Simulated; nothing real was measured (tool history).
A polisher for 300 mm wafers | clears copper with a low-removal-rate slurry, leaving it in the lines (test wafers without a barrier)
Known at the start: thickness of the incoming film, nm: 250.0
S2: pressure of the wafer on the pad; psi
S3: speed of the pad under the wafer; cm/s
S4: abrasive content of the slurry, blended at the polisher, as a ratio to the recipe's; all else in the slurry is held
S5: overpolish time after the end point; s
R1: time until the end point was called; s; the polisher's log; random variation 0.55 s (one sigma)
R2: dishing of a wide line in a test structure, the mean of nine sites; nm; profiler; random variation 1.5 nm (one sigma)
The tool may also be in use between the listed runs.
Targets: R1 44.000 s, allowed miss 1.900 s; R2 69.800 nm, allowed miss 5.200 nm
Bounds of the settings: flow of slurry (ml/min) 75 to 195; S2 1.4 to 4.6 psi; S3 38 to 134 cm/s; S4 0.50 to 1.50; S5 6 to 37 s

run 1 hour=0.0 | flow_of_slurry_(ml/min)=125 S2=3.0 S3=86 S4=1.00 S5=19 | R1=74.223 R2=40.540
run 2 hour=5.0 | flow_of_slurry_(ml/min)=125 S2=3.0 S3=86 S4=1.00 S5=25 | R1=72.163 R2=49.848
run 3 hour=7.3 | flow_of_slurry_(ml/min)=125 S2=3.0 S3=86 S4=1.00 S5=19 | R1=75.157 R2=39.028
run 4 hour=12.5 | flow_of_slurry_(ml/min)=125 S2=3.0 S3=86 S4=1.10 S5=19 | R1=71.482 R2=38.690
run 5 hour=17.5 | flow_of_slurry_(ml/min)=130 S2=3.3 S3=86 S4=1.10 S5=20 | R1=66.702 R2=42.762
run 6 hour=26.4 | flow_of_slurry_(ml/min)=130 S2=3.6 S3=88 S4=1.10 S5=21 | R1=61.819 R2=49.154
run 7 hour=28.4 | flow_of_slurry_(ml/min)=130 S2=3.8 S3=90 S4=1.10 S5=21 | R1=57.536 R2=52.529
run 8 hour=29.5 | flow_of_slurry_(ml/min)=130 S2=4.0 S3=92 S4=1.10 S5=21 | R1=54.183 R2=54.800

5 next moves are on the table. One of them brings every result within its allowed miss. Which?
run A hour=30.6 | flow_of_slurry_(ml/min)=180 S2=4.1 S3=64 S4=1.15 S5=17 | R1=? R2=?
run B hour=30.6 | flow_of_slurry_(ml/min)=150 S2=4.2 S3=92 S4=1.30 S5=20 | R1=? R2=?
run C hour=30.6 | flow_of_slurry_(ml/min)=120 S2=4.4 S3=102 S4=1.25 S5=17 | R1=? R2=?
run D hour=30.6 | flow_of_slurry_(ml/min)=130 S2=3.0 S3=128 S4=1.35 S5=26 | R1=? R2=?
run E hour=30.6 | flow_of_slurry_(ml/min)=95 S2=4.6 S3=106 S4=1.00 S5=22 | R1=? R2=?

move=A R1=67.228 R2=37.775
move=B R1=48.841 R2=56.222
move=C R1=44.480 R2=53.383
move=D R1=49.226 R2=66.280
move=E R1=44.141 R2=65.679
A: further off than the last run
B: nearer than the last run, and not there yet
C: brings the result that was furthest off to its target, and leaves another outside
D: nearer than the last run, and not there yet
E: meets every target
Answer: E
